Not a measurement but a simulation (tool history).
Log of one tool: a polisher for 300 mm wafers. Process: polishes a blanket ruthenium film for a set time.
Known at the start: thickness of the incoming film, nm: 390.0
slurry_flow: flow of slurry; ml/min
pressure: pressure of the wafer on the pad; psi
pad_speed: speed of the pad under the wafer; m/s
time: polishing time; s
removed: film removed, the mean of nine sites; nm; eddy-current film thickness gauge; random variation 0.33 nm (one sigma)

Run 1, day 0: slurry_flow 290 ml/min, pressure 1.7 psi, pad_speed 0.94 m/s, time 22 s. Result: removed 21.549 nm.
Run 2, day 0.304: slurry_flow 290 ml/min, pressure 1.5 psi, pad_speed 0.94 m/s, time 22 s. Result: removed 19.261 nm.
Run 3, day 0.433: slurry_flow 260 ml/min, pressure 1.5 psi, pad_speed 0.94 m/s, time 22 s. Result: removed 18.892 nm.
Run 4, day 0.458: slurry_flow 265 ml/min, pressure 1.6 psi, pad_speed 0.94 m/s, time 22 s. Result: removed 19.645 nm.
Run 5, day 0.692: slurry_flow 265 ml/min, pressure 1.5 psi, pad_speed 0.94 m/s, time 22 s. Result: removed 18.798 nm.
Run 6, day 0.833: slurry_flow 275 ml/min, pressure 1.6 psi, pad_speed 0.94 m/s, time 22 s. Result: removed 20.187 nm.
Run 7, day 1.158: slurry_flow 285 ml/min, pressure 1.7 psi, pad_speed 0.94 m/s, time 22 s. Result: removed 21.058 nm.

The next listed run, before its measurement:
Run 8, day 1.379: slurry_flow 290 ml/min, pressure 1.8 psi, pad_speed 0.94 m/s, time 22 s. Result: removed ?.

Run 8 gave removed 22.622 nm.

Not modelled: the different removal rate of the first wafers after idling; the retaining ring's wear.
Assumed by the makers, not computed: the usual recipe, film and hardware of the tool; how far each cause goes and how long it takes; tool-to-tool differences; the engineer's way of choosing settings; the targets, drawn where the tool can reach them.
